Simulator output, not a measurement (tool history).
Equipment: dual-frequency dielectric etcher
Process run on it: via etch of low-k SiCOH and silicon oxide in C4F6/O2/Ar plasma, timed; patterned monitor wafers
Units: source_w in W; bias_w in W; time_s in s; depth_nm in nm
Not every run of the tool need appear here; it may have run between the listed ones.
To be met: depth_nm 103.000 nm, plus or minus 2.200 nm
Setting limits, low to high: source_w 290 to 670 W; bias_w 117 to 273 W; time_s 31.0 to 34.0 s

run	day	source_w	bias_w	time_s	depth_nm
1	0.000	480	195	34.0	90.631
2	0.196	480	221	34.0	94.632
3	0.396	480	252	34.0	99.833
4	0.462	400	252	34.0	91.741
5	0.675	400	252	31.0	83.986
6	1.021	420	253	31.0	85.465
7	1.142	440	254	31.0	87.320
8	1.229	540	272	31.5	99.615

Of the 4 settings listed for the next run, only one would bring every result within its allowed miss of target. Which one?
A	1.317	540	262	33.0	?
B	1.317	600	225	32.0	?
C	1.317	460	269	32.5	?
D	1.317	540	267	31.0	?

move	depth_nm
A	103.770
B	99.450
C	96.117
D	98.192
A: every result lands within tolerance
B: as far off as the last run
C: misses by more than the last run did
D: misses by more than the last run did
Correct choice: A, which meets every target
